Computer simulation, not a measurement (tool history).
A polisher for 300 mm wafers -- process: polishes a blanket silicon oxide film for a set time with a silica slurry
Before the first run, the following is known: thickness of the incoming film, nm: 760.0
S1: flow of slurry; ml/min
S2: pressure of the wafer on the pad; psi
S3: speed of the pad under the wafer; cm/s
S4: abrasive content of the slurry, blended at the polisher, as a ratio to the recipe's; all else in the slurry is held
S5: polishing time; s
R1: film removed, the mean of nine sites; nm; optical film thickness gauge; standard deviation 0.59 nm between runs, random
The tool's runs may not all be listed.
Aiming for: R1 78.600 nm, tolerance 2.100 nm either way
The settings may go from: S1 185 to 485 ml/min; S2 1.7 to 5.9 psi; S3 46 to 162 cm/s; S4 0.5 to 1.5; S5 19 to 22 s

run 1 hour=0.0 | S1=310 S2=3.8 S3=104 S4=1.0 S5=22 | R1=64.979
run 2 hour=4.0 | S1=310 S2=3.9 S3=104 S4=1.0 S5=22 | R1=66.595
run 3 hour=12.9 | S1=260 S2=3.9 S3=104 S4=1.0 S5=22 | R1=66.051
run 4 hour=20.3 | S1=260 S2=3.9 S3=104 S4=1.0 S5=22 | R1=65.606
run 5 hour=24.8 | S1=265 S2=4.0 S3=104 S4=1.0 S5=22 | R1=67.514
run 6 hour=29.5 | S1=315 S2=4.0 S3=104 S4=1.0 S5=22 | R1=69.186
run 7 hour=36.9 | S1=320 S2=4.1 S3=104 S4=1.0 S5=22 | R1=70.773
run 8 hour=41.6 | S1=325 S2=4.2 S3=104 S4=1.0 S5=22 | R1=71.552
run 9 hour=50.2 | S1=325 S2=4.3 S3=104 S4=1.0 S5=22 | R1=74.245
run 10 hour=51.3 | S1=330 S2=4.4 S3=104 S4=1.0 S5=22 | R1=76.575

4 next moves are on the table. One of them brings every result within its allowed miss. Which?
run A hour=52.4 | S1=315 S2=4.3 S3=100 S4=1.0 S5=22 | R1=?
run B hour=52.4 | S1=400 S2=4.3 S3=110 S4=1.0 S5=22 | R1=?
run C hour=52.4 | S1=380 S2=4.1 S3=116 S4=0.9 S5=22 | R1=?
run D hour=52.4 | S1=285 S2=4.3 S3=114 S4=1.0 S5=21 | R1=?

move=A R1=70.949
move=B R1=77.950
move=C R1=72.921
move=D R1=74.554
A: lands further from the targets than the last run did
B: meets every target
C: lands further from the targets than the last run did
D: lands further from the targets than the last run did
The move that meets every target is B.
